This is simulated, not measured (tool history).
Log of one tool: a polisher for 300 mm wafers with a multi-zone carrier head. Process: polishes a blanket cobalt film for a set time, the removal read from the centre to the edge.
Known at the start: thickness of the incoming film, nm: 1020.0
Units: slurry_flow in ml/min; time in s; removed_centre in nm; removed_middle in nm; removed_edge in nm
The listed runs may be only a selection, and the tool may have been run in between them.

{"run": 1, "hour": 0.0, "slurry_flow": 295, "centre_zone": 1, "middle_zone": 1, "edge_zone": 1, "time": 57, "removed_centre": 332.51, "removed_middle": 315.13, "removed_edge": 308.04}
{"run": 2, "hour": 2.0, "slurry_flow": 295, "centre_zone": 1, "middle_zone": 1, "edge_zone": 1, "time": 51, "removed_centre": 290.53, "removed_middle": 290.13, "removed_edge": 273.42}
{"run": 3, "hour": 6.0, "slurry_flow": 295, "centre_zone": 1, "middle_zone": 1, "edge_zone": 1.05, "time": 51, "removed_centre": 282.18, "removed_middle": 284.19, "removed_edge": 289.05}
{"run": 4, "hour": 13.2, "slurry_flow": 290, "centre_zone": 0.97, "middle_zone": 0.97, "edge_zone": 1.03, "time": 48, "removed_centre": 259.43, "removed_middle": 264.93, "removed_edge": 263.95}
{"run": 5, "hour": 17.1, "slurry_flow": 290, "centre_zone": 0.97, "middle_zone": 0.9, "edge_zone": 1.03, "time": 48, "removed_centre": 259.58, "removed_middle": 243.47, "removed_edge": 267.2}
{"run": 6, "hour": 17.8, "slurry_flow": 285, "centre_zone": 0.94, "middle_zone": 0.9, "edge_zone": 1.01, "time": 46, "removed_centre": 238.51, "removed_middle": 235.44, "removed_edge": 251.69}
{"run": 7, "hour": 24.9, "slurry_flow": 280, "centre_zone": 0.92, "middle_zone": 0.89, "edge_zone": 0.99, "time": 45, "removed_centre": 231.65, "removed_middle": 227.96, "removed_edge": 246.92}
{"run": 8, "hour": 31.1, "slurry_flow": 280, "centre_zone": 0.92, "middle_zone": 0.89, "edge_zone": 0.99, "time": 45, "removed_centre": 232.43, "removed_middle": 231.75, "removed_edge": 239.87}

Predict the results of run 9:
{"hour": 32.7, "done": "edge zone pressure recalibrated"}
{"run": 9, "hour": 32.7, "slurry_flow": 275, "centre_zone": 0.9, "middle_zone": 0.88, "edge_zone": 0.98, "time": 44, "removed_centre": "?", "removed_middle": "?", "removed_edge": "?"}

removed_centre: 222.34 nm
removed_middle: 223.7 nm
removed_edge: 249.65 nm
